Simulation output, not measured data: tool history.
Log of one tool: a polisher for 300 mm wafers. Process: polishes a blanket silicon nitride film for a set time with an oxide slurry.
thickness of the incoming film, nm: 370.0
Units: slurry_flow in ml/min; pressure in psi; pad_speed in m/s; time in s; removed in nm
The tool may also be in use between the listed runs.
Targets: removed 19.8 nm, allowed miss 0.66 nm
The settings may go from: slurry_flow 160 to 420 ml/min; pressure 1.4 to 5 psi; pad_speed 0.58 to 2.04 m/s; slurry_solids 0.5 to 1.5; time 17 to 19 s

| run | hour | slurry_flow | pressure | pad_speed | slurry_solids | time | removed |
|---|---|---|---|---|---|---|---|
| 1 | 0 | 270 | 3.2 | 1.3 | 1 | 19 | 15.764 |
| 2 | 3.5 | 270 | 3.3 | 1.3 | 1 | 19 | 15.992 |
| 3 | 5.8 | 270 | 3.3 | 1.3 | 1 | 17 | 14.466 |
| 4 | 14 | 270 | 3.5 | 1.3 | 1 | 17 | 15.102 |
| 5 | 21.5 | 270 | 3.7 | 1.3 | 1 | 17 | 15.421 |
| 6 | 22.7 | 240 | 3.7 | 1.3 | 1 | 17 | 15.461 |
| 7 | 29.8 | 240 | 3.9 | 1.3 | 1 | 17 | 15.981 |
| 8 | 37.7 | 245 | 4.1 | 1.3 | 1 | 17 | 16.589 |

4 next moves are on the table. One of them brings every result within its allowed miss. Which?
| A | 45.6 | 235 | 4.1 | 1.18 | 1.1 | 19 | ? |
| B | 45.6 | 205 | 4.5 | 1.28 | 1 | 19 | ? |
| C | 45.6 | 270 | 4.4 | 1.2 | 1.05 | 18 | ? |
| D | 45.6 | 265 | 4.4 | 1.2 | 1.05 | 18 | ? |

| move | removed |
|---|---|
| A | 18.315 |
| B | 19.563 |
| C | 18.35 |
| D | 18.318 |
A: nearer than the last run, and not there yet
B: meets every target
C: nearer than the last run, and not there yet
D: nearer than the last run, and not there yet
The right move is B.
